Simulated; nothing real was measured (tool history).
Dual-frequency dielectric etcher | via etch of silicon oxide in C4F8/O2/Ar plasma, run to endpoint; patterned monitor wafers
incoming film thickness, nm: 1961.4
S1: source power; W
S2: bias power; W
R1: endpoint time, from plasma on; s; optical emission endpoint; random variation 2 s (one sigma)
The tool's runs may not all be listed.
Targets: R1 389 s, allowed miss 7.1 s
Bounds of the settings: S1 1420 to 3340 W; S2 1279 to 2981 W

run 1 hour=0 | S1=2380 S2=2130 | R1=349.06
run 2 hour=5.6 | S1=2380 S2=1977 | R1=357.67
run 3 hour=11.9 | S1=2380 S2=2200 | R1=347.8
run 4 hour=15.5 | S1=2270 S2=2180 | R1=355.18
run 5 hour=24.3 | S1=2190 S2=2166 | R1=364.53
run 6 hour=27.1 | S1=2140 S2=2160 | R1=367.5
run 7 hour=28.6 | S1=2090 S2=2154 | R1=375.15
run 8 hour=31.7 | S1=2060 S2=2151 | R1=381.12
run 9 hour=34.7 | S1=2050 S2=2150 | R1=382.91
run 10 hour=39.7 | S1=2040 S2=2149 | R1=382.27

4 next moves are on the table. One of them brings every result within its allowed miss. Which?
run A hour=44.7 | S1=2210 S2=2100 | R1=?
run B hour=44.7 | S1=1970 S2=2126 | R1=?
run C hour=44.7 | S1=2320 S2=1884 | R1=?
run D hour=44.7 | S1=2090 S2=2153 | R1=?

move=A R1=364.73
move=B R1=391.05
move=C R1=365.35
move=D R1=374.95
A: further off than the last run
B: meets every target
C: further off than the last run
D: further off than the last run
Move B is the one to make.
